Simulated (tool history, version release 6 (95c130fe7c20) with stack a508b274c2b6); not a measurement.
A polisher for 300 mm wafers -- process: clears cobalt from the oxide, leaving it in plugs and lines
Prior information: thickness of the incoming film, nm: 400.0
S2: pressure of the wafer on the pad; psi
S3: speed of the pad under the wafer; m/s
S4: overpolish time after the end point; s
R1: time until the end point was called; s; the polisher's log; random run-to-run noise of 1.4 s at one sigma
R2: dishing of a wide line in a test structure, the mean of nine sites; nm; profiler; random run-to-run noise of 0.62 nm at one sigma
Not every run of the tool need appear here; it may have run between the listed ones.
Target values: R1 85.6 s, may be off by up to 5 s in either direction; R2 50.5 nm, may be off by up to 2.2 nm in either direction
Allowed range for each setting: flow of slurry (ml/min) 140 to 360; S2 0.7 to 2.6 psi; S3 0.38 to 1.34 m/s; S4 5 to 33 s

{"run": 1, "hour": 0.0, "flow of slurry (ml/min)": 230, "S2": 1.6, "S3": 0.86, "S4": 17, "R1": 133.7, "R2": 36.53}
{"run": 2, "hour": 6.4, "flow of slurry (ml/min)": 230, "S2": 1.6, "S3": 1.04, "S4": 17, "R1": 109.64, "R2": 40.574}
{"run": 3, "hour": 13.6, "flow of slurry (ml/min)": 230, "S2": 1.7, "S3": 1.04, "S4": 17, "R1": 103.18, "R2": 41.949}
{"run": 4, "hour": 22.1, "flow of slurry (ml/min)": 230, "S2": 1.8, "S3": 1.04, "S4": 17, "R1": 97.925, "R2": 43.47}
{"run": 5, "hour": 29.3, "flow of slurry (ml/min)": 230, "S2": 1.8, "S3": 1.04, "S4": 12, "R1": 97.911, "R2": 34.225}
{"run": 6, "hour": 30.4, "flow of slurry (ml/min)": 230, "S2": 1.8, "S3": 0.94, "S4": 12, "R1": 110.5, "R2": 31.84}
{"run": 7, "hour": 38.6, "flow of slurry (ml/min)": 230, "S2": 1.9, "S3": 0.94, "S4": 13, "R1": 100.11, "R2": 36.007}
{"run": 8, "hour": 41.0, "flow of slurry (ml/min)": 225, "S2": 2.1, "S3": 0.92, "S4": 20, "R1": 97.072, "R2": 46.462}

Below are 4 possible settings for the next run. Only one of them brings all results inside the allowed miss of their targets. Which is it?
{"run": "A", "hour": 43.4, "flow of slurry (ml/min)": 210, "S2": 1.9, "S3": 1.16, "S4": 21, "R1": "?", "R2": "?"}
{"run": "B", "hour": 43.4, "flow of slurry (ml/min)": 240, "S2": 1.9, "S3": 0.84, "S4": 18, "R1": "?", "R2": "?"}
{"run": "C", "hour": 43.4, "flow of slurry (ml/min)": 265, "S2": 1.9, "S3": 0.86, "S4": 19, "R1": "?", "R2": "?"}
{"run": "D", "hour": 43.4, "flow of slurry (ml/min)": 175, "S2": 2, "S3": 0.9, "S4": 17, "R1": "?", "R2": "?"}

move=A R1=84.929 R2=51.282
move=B R1=113.67 R2=41.164
move=C R1=109.42 R2=43.358
move=D R1=107.21 R2=41.158
A: in spec on every target
B: further off than the last run
C: further off than the last run
D: further off than the last run
Correct choice: A, which meets every target

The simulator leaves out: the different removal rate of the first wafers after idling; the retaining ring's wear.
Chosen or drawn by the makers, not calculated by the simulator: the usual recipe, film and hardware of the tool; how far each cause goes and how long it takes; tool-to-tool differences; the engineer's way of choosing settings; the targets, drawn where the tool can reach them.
